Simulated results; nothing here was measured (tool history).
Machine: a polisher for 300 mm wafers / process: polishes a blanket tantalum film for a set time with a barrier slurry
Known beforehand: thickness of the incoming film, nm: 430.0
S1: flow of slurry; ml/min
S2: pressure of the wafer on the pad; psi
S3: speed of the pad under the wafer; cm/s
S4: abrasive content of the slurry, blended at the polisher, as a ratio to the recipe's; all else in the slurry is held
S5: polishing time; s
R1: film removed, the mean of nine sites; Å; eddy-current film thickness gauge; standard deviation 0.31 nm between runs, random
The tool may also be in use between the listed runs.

Run 1, hour 0: S1 260 ml/min, S2 1.3 psi, S3 90 cm/s, S4 1, S5 68 s. Result: R1 533.71 Å.
Run 2, hour 0.8: S1 255 ml/min, S2 1.2 psi, S3 90 cm/s, S4 1, S5 68 s. Result: R1 494.67 Å.
Run 3, hour 9.3: S1 310 ml/min, S2 1.2 psi, S3 90 cm/s, S4 1, S5 68 s. Result: R1 501.6 Å.
Run 4, hour 13.8: S1 310 ml/min, S2 1.1 psi, S3 90 cm/s, S4 1, S5 68 s. Result: R1 460.21 Å.
Run 5, hour 15.5: S1 345 ml/min, S2 1.1 psi, S3 90 cm/s, S4 1, S5 68 s. Result: R1 467.44 Å.
Run 6, hour 23.2: S1 345 ml/min, S2 1.1 psi, S3 90 cm/s, S4 1, S5 71 s. Result: R1 488.94 Å.
Run 7, hour 25.8: S1 345 ml/min, S2 1 psi, S3 90 cm/s, S4 1, S5 71 s. Result: R1 442.64 Å.

Run 8 has not been measured yet. What should we expect?
Run 8, hour 28.1: S1 340 ml/min, S2 0.9 psi, S3 90 cm/s, S4 1, S5 71 s. Result: R1 ?.

R1: 400.19 Å
